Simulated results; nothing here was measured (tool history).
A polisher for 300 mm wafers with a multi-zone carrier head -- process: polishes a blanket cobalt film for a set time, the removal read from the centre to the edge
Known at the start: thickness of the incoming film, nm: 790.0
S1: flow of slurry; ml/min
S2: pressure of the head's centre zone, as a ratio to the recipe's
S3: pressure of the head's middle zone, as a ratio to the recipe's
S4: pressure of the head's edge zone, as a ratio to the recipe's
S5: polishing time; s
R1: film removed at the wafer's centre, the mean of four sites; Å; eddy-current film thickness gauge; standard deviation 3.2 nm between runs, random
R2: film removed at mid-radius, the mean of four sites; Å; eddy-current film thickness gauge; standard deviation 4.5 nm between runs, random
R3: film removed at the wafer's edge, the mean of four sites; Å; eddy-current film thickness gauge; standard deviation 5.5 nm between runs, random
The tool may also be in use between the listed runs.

Run 1, hour 0.0: S1 150 ml/min, S2 1.00, S3 1.00, S4 1.00, S5 65 s. Result: R1 3244.4 Å, R2 3184.8 Å, R3 2905.4 Å.
Run 2, hour 0.9: S1 150 ml/min, S2 1.00, S3 1.07, S4 1.00, S5 65 s. Result: R1 3264.4 Å, R2 3302.1 Å, R3 2941.1 Å.
Run 3, hour 6.1: S1 150 ml/min, S2 0.97, S3 1.07, S4 1.00, S5 65 s. Result: R1 3198.8 Å, R2 3331.4 Å, R3 2907.9 Å.
Run 4, hour 13.6: S1 160 ml/min, S2 1.00, S3 1.08, S4 1.03, S5 67 s. Result: R1 3373.9 Å, R2 3516.1 Å, R3 3141.8 Å.
Run 5, hour 15.7: S1 170 ml/min, S2 1.03, S3 1.09, S4 1.04, S5 68 s. Result: R1 3580.6 Å, R2 3623.2 Å, R3 3214.4 Å.
Run 6, hour 21.3: S1 170 ml/min, S2 1.03, S3 1.09, S4 1.04, S5 78 s. Result: R1 4104.5 Å, R2 4113.3 Å, R3 3700.8 Å.

Estimate the outcome of run 7 from the log above:
Run 7, hour 22.2: S1 175 ml/min, S2 1.04, S3 1.08, S4 1.05, S5 78 s. Result: R1 ?, R2 ?, R3 ?.

R1: 4199.2 Å
R2: 4127.5 Å
R3: 3801.5 Å
